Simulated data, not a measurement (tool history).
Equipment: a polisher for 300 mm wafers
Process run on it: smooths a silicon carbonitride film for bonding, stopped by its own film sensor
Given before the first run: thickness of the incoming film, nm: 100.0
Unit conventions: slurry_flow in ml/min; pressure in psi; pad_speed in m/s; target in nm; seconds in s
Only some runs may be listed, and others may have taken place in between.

Run 1, hour 0.0: slurry_flow 270 ml/min, pressure 2.6 psi, pad_speed 0.98 m/s, slurry_solids 1.0, target 90 nm. Result: seconds 36.747 s.
Run 2, hour 1.2: slurry_flow 270 ml/min, pressure 2.6 psi, pad_speed 1.20 m/s, slurry_solids 1.0, target 90 nm. Result: seconds 31.048 s.
Run 3, hour 9.4: slurry_flow 270 ml/min, pressure 2.7 psi, pad_speed 1.20 m/s, slurry_solids 1.0, target 90 nm. Result: seconds 29.589 s.
Run 4, hour 16.7: slurry_flow 270 ml/min, pressure 2.8 psi, pad_speed 1.20 m/s, slurry_solids 1.0, target 90 nm. Result: seconds 29.175 s.
Run 5, hour 17.9: slurry_flow 270 ml/min, pressure 2.2 psi, pad_speed 1.20 m/s, slurry_solids 1.0, target 90 nm. Result: seconds 35.294 s.
Run 6, hour 24.5: slurry_flow 270 ml/min, pressure 2.3 psi, pad_speed 1.22 m/s, slurry_solids 1.0, target 90 nm. Result: seconds 32.954 s.
Run 7, hour 30.3: slurry_flow 270 ml/min, pressure 2.4 psi, pad_speed 1.24 m/s, slurry_solids 1.0, target 90 nm. Result: seconds 32.430 s.
Run 8, hour 39.3: slurry_flow 270 ml/min, pressure 2.5 psi, pad_speed 1.26 m/s, slurry_solids 1.0, target 90 nm. Result: seconds 29.257 s.
Run 9, hour 45.2: slurry_flow 270 ml/min, pressure 2.6 psi, pad_speed 1.26 m/s, slurry_solids 1.0, target 90 nm. Result: seconds 28.303 s.

Forecast run 10:
Run 10, hour 52.2: slurry_flow 270 ml/min, pressure 2.7 psi, pad_speed 1.26 m/s, slurry_solids 1.0, target 90 nm. Result: seconds ?.

{"run 10": {"seconds": 27.114}}
